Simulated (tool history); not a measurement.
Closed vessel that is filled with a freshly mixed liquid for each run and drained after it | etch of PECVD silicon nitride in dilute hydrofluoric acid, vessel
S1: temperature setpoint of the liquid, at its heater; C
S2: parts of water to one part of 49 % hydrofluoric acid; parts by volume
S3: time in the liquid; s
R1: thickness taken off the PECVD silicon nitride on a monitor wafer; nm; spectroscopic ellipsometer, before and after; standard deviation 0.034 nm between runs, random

run    day    S1   S2   S3      R1
  1      0    21   95  120  1.6912
  2   0.35  22.5   85  120  2.0932
  3  0.638  22.5  105  120   1.691
  4  0.992  23.5   95  120  1.9944
  5  1.242  24.5   85  120  2.3817
  6  1.367  27.5   85  120  2.9065
  7  1.571  27.5   75  120  3.2667
  8  1.725  27.5   70  120  3.4999
  9  1.992    29   30  120  8.9785
 10   2.25  27.5   30  120   8.085
 11  2.338  26.5   30  120  7.5923
 12  2.625  25.5   30  120  7.0627
 13  2.742    25   30  120  6.8187
 14    2.8  24.5   30  120   6.625

For run 15, what comes out?
 15  2.983  24  30  120   ?

Run 15 came out at R1 6.4031 nm.
